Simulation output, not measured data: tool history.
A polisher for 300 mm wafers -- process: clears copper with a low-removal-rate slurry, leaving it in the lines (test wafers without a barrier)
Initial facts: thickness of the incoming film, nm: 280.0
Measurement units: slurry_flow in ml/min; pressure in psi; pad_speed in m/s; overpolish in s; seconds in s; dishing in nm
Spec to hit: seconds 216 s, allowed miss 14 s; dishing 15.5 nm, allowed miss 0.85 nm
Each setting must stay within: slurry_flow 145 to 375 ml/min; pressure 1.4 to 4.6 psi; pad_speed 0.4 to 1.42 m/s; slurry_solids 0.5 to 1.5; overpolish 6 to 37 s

Run 1, day 0: slurry_flow 240 ml/min, pressure 3 psi, pad_speed 0.9 m/s, slurry_solids 1, overpolish 19 s. Result: seconds 109.08 s, dishing 30.269 nm.
Run 2, day 0.138: slurry_flow 240 ml/min, pressure 2.5 psi, pad_speed 0.9 m/s, slurry_solids 1, overpolish 19 s. Result: seconds 128.94 s, dishing 25.779 nm.
Run 3, day 0.375: slurry_flow 205 ml/min, pressure 2.5 psi, pad_speed 0.9 m/s, slurry_solids 1, overpolish 19 s. Result: seconds 134.22 s, dishing 25.475 nm.
Run 4, day 0.425: slurry_flow 205 ml/min, pressure 2.3 psi, pad_speed 0.88 m/s, slurry_solids 1, overpolish 19 s. Result: seconds 150.34 s, dishing 23.477 nm.
Run 5, day 0.717: slurry_flow 205 ml/min, pressure 2.2 psi, pad_speed 0.88 m/s, slurry_solids 1, overpolish 19 s. Result: seconds 154.27 s, dishing 23.353 nm.
Run 6, day 1.008: slurry_flow 255 ml/min, pressure 2.2 psi, pad_speed 0.88 m/s, slurry_solids 1, overpolish 19 s. Result: seconds 153.87 s, dishing 23.713 nm.
Run 7, day 1.312: slurry_flow 255 ml/min, pressure 2.1 psi, pad_speed 0.86 m/s, slurry_solids 1, overpolish 18 s. Result: seconds 160.67 s, dishing 21.467 nm.
Run 8, day 1.346: slurry_flow 255 ml/min, pressure 2 psi, pad_speed 0.86 m/s, slurry_solids 1, overpolish 18 s. Result: seconds 166.81 s, dishing 20.224 nm.

Of the 5 settings listed for the next run, only one would bring every result within its allowed miss of target. Which one?
Run A, day 1.379: slurry_flow 235 ml/min, pressure 1.6 psi, pad_speed 0.74 m/s, slurry_solids 1.05, overpolish 25 s. Result: seconds ?, dishing ?.
Run B, day 1.379: slurry_flow 200 ml/min, pressure 2 psi, pad_speed 0.62 m/s, slurry_solids 1.1, overpolish 17 s. Result: seconds ?, dishing ?.
Run C, day 1.379: slurry_flow 250 ml/min, pressure 1.5 psi, pad_speed 0.7 m/s, slurry_solids 1, overpolish 21 s. Result: seconds ?, dishing ?.
Run D, day 1.379: slurry_flow 245 ml/min, pressure 1.5 psi, pad_speed 0.7 m/s, slurry_solids 1.2, overpolish 20 s. Result: seconds ?, dishing ?.
Run E, day 1.379: slurry_flow 265 ml/min, pressure 1.8 psi, pad_speed 0.74 m/s, slurry_solids 0.95, overpolish 19 s. Result: seconds ?, dishing ?.

move  seconds  dishing
   A   232.55    20.06
   B   215.87   15.243
   C   260.62    15.43
   D   246.77   15.512
   E   212.38    17.08
A: just as far off the targets as the last run
B: hits every target within its allowed miss
C: brings the result that was furthest off to its target, and leaves another outside
D: brings the result that was furthest off to its target, and leaves another outside
E: gains on the last run, yet a result remains outside its allowed miss
The right move is B.

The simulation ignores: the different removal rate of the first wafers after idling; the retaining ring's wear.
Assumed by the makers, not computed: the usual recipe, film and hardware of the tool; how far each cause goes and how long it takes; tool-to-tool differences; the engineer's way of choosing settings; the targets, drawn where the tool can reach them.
